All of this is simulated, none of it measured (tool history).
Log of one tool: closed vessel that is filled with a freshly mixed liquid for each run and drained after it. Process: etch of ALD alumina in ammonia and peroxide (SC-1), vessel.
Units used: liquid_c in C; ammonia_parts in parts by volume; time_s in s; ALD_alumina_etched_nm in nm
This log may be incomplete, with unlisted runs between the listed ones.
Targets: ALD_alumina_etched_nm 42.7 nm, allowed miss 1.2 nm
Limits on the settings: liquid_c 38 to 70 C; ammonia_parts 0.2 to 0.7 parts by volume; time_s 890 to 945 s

| run | hour | liquid_c | ammonia_parts | time_s | ALD_alumina_etched_nm |
|---|---|---|---|---|---|
| 1 | 0 | 54 | 0.4 | 890 | 59.717 |
| 2 | 8.5 | 52 | 0.4 | 890 | 53.581 |
| 3 | 16.6 | 50.5 | 0.4 | 890 | 49.893 |
| 4 | 23.8 | 50.5 | 0.4 | 945 | 53.356 |
| 5 | 25.2 | 50.5 | 0.5 | 945 | 54.084 |
| 6 | 27.3 | 49 | 0.5 | 945 | 50.127 |
| 7 | 33.4 | 48 | 0.5 | 945 | 47.585 |
| 8 | 34.8 | 45.5 | 0.5 | 945 | 40.693 |

Which one of the following 5 next-run settings gets every result inside its allowed miss? There is exactly one.
| A | 36.2 | 45.5 | 0.45 | 890 | ? |
| B | 36.2 | 47 | 0.3 | 945 | ? |
| C | 36.2 | 46.5 | 0.5 | 895 | ? |
| D | 36.2 | 45 | 0.5 | 890 | ? |
| E | 36.2 | 45 | 0.55 | 935 | ? |

| move | ALD_alumina_etched_nm |
|---|---|
| A | 38.06 |
| B | 42.317 |
| C | 40.91 |
| D | 37.366 |
| E | 39.614 |
A: its largest miss is bigger than the last run's
B: every result lands within tolerance
C: nearer the targets than the last run, but a result is still out of spec
D: its largest miss is bigger than the last run's
E: its largest miss is bigger than the last run's
B is the move that brings every result within its allowed miss.

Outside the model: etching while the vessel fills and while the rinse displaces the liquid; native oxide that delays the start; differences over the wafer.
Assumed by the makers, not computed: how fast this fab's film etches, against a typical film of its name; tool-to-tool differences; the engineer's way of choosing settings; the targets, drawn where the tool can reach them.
